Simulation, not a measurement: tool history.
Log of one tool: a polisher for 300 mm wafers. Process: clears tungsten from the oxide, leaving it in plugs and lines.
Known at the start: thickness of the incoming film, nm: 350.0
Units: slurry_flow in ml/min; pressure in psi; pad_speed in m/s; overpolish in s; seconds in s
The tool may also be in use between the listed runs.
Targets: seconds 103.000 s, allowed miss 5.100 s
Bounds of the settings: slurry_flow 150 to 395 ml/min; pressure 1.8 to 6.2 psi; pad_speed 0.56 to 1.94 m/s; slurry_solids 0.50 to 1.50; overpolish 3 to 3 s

run  hour  slurry_flow  pressure  pad_speed  slurry_solids  overpolish  seconds
  1   0.0          250       4.0       1.24           1.00           3   57.230
  2   8.3          250       3.4       1.22           1.00           3   66.486
  3  10.7          250       3.0       1.20           1.00           3   73.105
  4  19.2          250       3.0       1.20           1.00           3   72.669
  5  26.0          250       3.0       1.02           1.00           3   85.943
  6  27.8          250       2.8       1.02           1.00           3   88.941
  7  32.5          250       2.6       1.02           1.00           3   96.732
  8  36.0          250       2.5       1.02           1.00           3   97.847

5 next moves are on the table. One of them brings every result within its allowed miss. Which?
  A  39.5          245       2.1       0.94           0.95           3        ?
  B  39.5          230       3.5       0.68           1.00           3        ?
  C  39.5          260       2.6       1.12           0.90           3        ?
  D  39.5          245       2.6       0.96           0.95           3        ?
  E  39.5          210       2.7       1.12           0.90           3        ?

move  seconds
   A  120.150
   B  114.840
   C   89.350
   D  102.610
   E   89.511
A: takes the result that was furthest off past its target
B: takes the result that was furthest off past its target
C: further off than the last run
D: meets every target
E: further off than the last run
Answer: D

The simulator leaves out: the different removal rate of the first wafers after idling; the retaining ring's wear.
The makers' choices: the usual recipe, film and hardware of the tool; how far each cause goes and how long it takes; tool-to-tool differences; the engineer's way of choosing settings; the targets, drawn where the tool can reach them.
